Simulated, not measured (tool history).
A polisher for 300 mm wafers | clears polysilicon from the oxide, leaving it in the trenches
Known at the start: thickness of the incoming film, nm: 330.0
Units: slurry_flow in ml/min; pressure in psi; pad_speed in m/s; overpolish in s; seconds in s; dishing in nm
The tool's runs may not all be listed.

{"run": 1, "hour": 0.0, "slurry_flow": 170, "pressure": 3.5, "pad_speed": 1.06, "overpolish": 14, "seconds": 18.31, "dishing": 70.64}
{"run": 2, "hour": 8.6, "slurry_flow": 170, "pressure": 2.9, "pad_speed": 1.06, "overpolish": 14, "seconds": 21.758, "dishing": 68.766}
{"run": 3, "hour": 12.6, "slurry_flow": 165, "pressure": 2.6, "pad_speed": 1.06, "overpolish": 17, "seconds": 24.539, "dishing": 70.164}
{"run": 4, "hour": 14.5, "slurry_flow": 150, "pressure": 2.6, "pad_speed": 1.06, "overpolish": 17, "seconds": 25.023, "dishing": 69.907}
{"run": 5, "hour": 17.6, "slurry_flow": 150, "pressure": 3.0, "pad_speed": 1.06, "overpolish": 17, "seconds": 21.823, "dishing": 72.274}
{"run": 6, "hour": 26.1, "slurry_flow": 130, "pressure": 3.0, "pad_speed": 1.06, "overpolish": 17, "seconds": 22.265, "dishing": 72.638}

Run 7 comes next. What will it give?
{"run": 7, "hour": 26.8, "slurry_flow": 125, "pressure": 2.7, "pad_speed": 1.06, "overpolish": 18, "seconds": "?", "dishing": "?"}

seconds: 24.783 s
dishing: 69.762 nm

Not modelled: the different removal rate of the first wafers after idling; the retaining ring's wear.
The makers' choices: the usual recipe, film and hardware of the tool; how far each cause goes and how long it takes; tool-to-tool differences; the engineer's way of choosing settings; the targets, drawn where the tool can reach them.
